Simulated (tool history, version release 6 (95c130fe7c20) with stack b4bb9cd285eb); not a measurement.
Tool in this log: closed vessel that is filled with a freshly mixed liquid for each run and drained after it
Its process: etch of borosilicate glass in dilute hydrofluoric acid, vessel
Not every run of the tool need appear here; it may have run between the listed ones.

run  hour  temperature setpoint of the liquid (K)  parts of water to one part of 49 % hydrofluoric acid (parts by volume)  time in the liquid (s)  thickness taken off the borosilicate glass on a monitor wafer (Å)
  1   0.0                                  296.15                                                                      45                      90                                                             813.57
  2   1.1                                  295.15                                                                      45                      90                                                             788.69
  3   9.7                                  295.15                                                                      55                      90                                                             628.41
  4  13.3                                  294.65                                                                      55                      90                                                             618.12
  5  17.7                                  294.15                                                                      55                      90                                                             611.32
  6  18.9                                  294.15                                                                      45                      90                                                             759.75
  7  21.7                                  293.15                                                                      45                      90                                                             723.11
  8  26.9                                  290.15                                                                      50                      90                                                             565.44
  9  32.0                                  290.15                                                                      50                      90                                                             564.08
 10  35.2                                  290.65                                                                      50                      90                                                             579.39
 11  38.4                                  290.15                                                                      50                      90                                                             565.96
 12  43.1                                  290.65                                                                      50                      90                                                             586.64

Predict the results of run 13:
 13  45.7                                  290.15                                                                      50                      90                                                                  ?

thickness taken off the borosilicate glass on a monitor wafer (Å): 569.36
